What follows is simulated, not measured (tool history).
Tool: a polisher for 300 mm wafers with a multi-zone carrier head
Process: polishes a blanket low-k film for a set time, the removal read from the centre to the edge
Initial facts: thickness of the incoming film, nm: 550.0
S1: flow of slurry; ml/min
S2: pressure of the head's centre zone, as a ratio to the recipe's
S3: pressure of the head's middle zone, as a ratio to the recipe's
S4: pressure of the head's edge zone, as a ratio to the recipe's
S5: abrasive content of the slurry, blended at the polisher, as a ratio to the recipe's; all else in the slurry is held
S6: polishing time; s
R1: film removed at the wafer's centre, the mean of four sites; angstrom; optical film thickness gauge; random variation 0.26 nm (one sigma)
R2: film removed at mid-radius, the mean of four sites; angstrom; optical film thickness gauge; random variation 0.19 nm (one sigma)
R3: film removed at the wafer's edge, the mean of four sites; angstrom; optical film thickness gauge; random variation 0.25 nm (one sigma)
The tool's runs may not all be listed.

| run | hour | S1 | S2 | S3 | S4 | S5 | S6 | R1 | R2 | R3 |
|---|---|---|---|---|---|---|---|---|---|---|
| 1 | 0 | 190 | 1 | 1 | 1 | 1 | 32 | 173.65 | 177.31 | 178.07 |
| 2 | 8.6 | 210 | 1.03 | 1.06 | 1.02 | 1.1 | 32 | 191.5 | 196.61 | 181.61 |
| 3 | 10.5 | 210 | 1.1 | 1.06 | 1.02 | 1.1 | 32 | 203.25 | 195.14 | 182.19 |
| 4 | 17.3 | 210 | 1.1 | 1.06 | 1.02 | 1.2 | 32 | 210.05 | 202.27 | 188.54 |
| 5 | 18.2 | 210 | 1.1 | 1.14 | 1.02 | 1.2 | 32 | 211.99 | 214 | 189.56 |
| 6 | 22.7 | 165 | 1.1 | 1.14 | 1.02 | 1.2 | 32 | 196.99 | 206.83 | 180.95 |
| 7 | 30 | 165 | 1.1 | 1.14 | 1.02 | 1.2 | 32 | 198.39 | 204.01 | 181.95 |
| 8 | 34.6 | 195 | 1.09 | 1.16 | 1.05 | 1.3 | 32 | 210.78 | 221.2 | 195.15 |
| 9 | 35.4 | 215 | 1.08 | 1.17 | 1.06 | 1.35 | 32 | 214.55 | 227.95 | 197.31 |

Expected results for the next run?
| 10 | 44 | 225 | 1.08 | 1.18 | 1.08 | 1.4 | 33 | ? | ? | ? |

R1: 225.61 angstrom
R2: 239.91 angstrom
R3: 210.98 angstrom
